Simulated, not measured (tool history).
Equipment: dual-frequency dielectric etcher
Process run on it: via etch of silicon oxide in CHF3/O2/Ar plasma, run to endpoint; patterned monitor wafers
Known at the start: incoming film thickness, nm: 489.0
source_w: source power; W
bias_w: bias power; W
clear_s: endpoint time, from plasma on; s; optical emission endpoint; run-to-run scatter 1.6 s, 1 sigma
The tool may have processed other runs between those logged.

| run | hour | source_w | bias_w | clear_s |
|---|---|---|---|---|
| 1 | 0.0 | 670 | 236 | 210.07 |
| 2 | 7.7 | 670 | 213 | 218.56 |
| 3 | 12.9 | 610 | 200 | 229.06 |
| 4 | 14.0 | 650 | 200 | 225.58 |
| 5 | 21.0 | 710 | 200 | 219.24 |
| 6 | 26.9 | 640 | 186 | 235.04 |
| 7 | 29.0 | 590 | 180 | 242.81 |
| 8 | 33.2 | 550 | 175 | 252.04 |

For run 9, what comes out?
| 9 | 42.0 | 520 | 173 | ? |

clear_s: 257.39 s

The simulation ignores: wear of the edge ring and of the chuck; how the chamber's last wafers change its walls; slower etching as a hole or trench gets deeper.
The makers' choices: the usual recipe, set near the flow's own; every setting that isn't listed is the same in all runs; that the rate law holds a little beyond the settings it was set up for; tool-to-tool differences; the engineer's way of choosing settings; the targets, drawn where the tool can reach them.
